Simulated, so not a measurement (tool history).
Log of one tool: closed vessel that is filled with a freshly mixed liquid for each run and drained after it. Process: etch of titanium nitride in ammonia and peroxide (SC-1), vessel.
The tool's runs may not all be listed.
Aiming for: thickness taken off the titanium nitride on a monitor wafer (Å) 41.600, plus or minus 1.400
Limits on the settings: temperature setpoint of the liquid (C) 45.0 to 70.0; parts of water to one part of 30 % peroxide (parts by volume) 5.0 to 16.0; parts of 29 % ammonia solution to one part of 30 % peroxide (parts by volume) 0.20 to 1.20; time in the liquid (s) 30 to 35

| run | hour | temperature setpoint of the liquid (C) | parts of water to one part of 30 % peroxide (parts by volume) | parts of 29 % ammonia solution to one part of 30 % peroxide (parts by volume) | time in the liquid (s) | thickness taken off the titanium nitride on a monitor wafer (Å) |
|---|---|---|---|---|---|---|
| 1 | 0.0 | 61.0 | 9.0 | 1.00 | 35 | 65.010 |
| 2 | 6.6 | 59.5 | 9.0 | 1.00 | 35 | 59.545 |
| 3 | 9.6 | 53.0 | 9.0 | 1.00 | 35 | 38.356 |
| 4 | 16.2 | 53.0 | 9.0 | 0.65 | 35 | 35.693 |
| 5 | 21.0 | 53.5 | 9.0 | 0.65 | 35 | 37.234 |
| 6 | 29.5 | 54.0 | 9.0 | 0.65 | 35 | 38.771 |
| 7 | 30.5 | 54.5 | 9.0 | 0.65 | 35 | 39.688 |
| 8 | 35.5 | 54.5 | 9.0 | 0.65 | 35 | 39.419 |

Below are 4 possible settings for the next run. Only one of them brings all results inside the allowed miss of their targets. Which is it?
| A | 40.5 | 55.0 | 9.0 | 1.05 | 35 | ? |
| B | 40.5 | 57.0 | 10.0 | 1.10 | 30 | ? |
| C | 40.5 | 54.0 | 7.5 | 1.05 | 30 | ? |
| D | 40.5 | 51.0 | 5.0 | 1.10 | 35 | ? |

| move | thickness taken off the titanium nitride on a monitor wafer (Å) |
|---|---|
| A | 44.095 |
| B | 41.320 |
| C | 38.550 |
| D | 44.143 |
A: takes the result that was furthest off past its target
B: each result inside its tolerance
C: further off than the last run
D: takes the result that was furthest off past its target
Move B is the one to make.
